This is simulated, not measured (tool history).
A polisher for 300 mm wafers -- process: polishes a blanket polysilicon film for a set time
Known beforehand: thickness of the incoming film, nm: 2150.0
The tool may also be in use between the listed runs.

| run | day | flow of slurry (ml/min) | pressure of the wafer on the pad (psi) | speed of the pad under the wafer (m/s) | polishing time (s) | film removed (Å) |
|---|---|---|---|---|---|---|
| 1 | 0.000 | 140 | 2.0 | 0.94 | 47 | 2716.1 |
| 2 | 0.067 | 150 | 2.0 | 0.94 | 47 | 2825.7 |
| 3 | 0.158 | 150 | 1.7 | 0.94 | 47 | 2398.3 |
| 4 | 0.283 | 160 | 1.8 | 0.94 | 47 | 2547.3 |
| 5 | 0.517 | 165 | 1.9 | 0.94 | 47 | 2697.4 |
| 6 | 0.683 | 165 | 1.9 | 1.08 | 47 | 3165.4 |
| 7 | 0.958 | 170 | 1.9 | 1.08 | 47 | 3139.6 |

Run 8 comes next. What will it give?
| 8 | 1.121 | 175 | 1.9 | 1.08 | 47 | ? |

Run 8 produced film removed (Å) 3141.8.
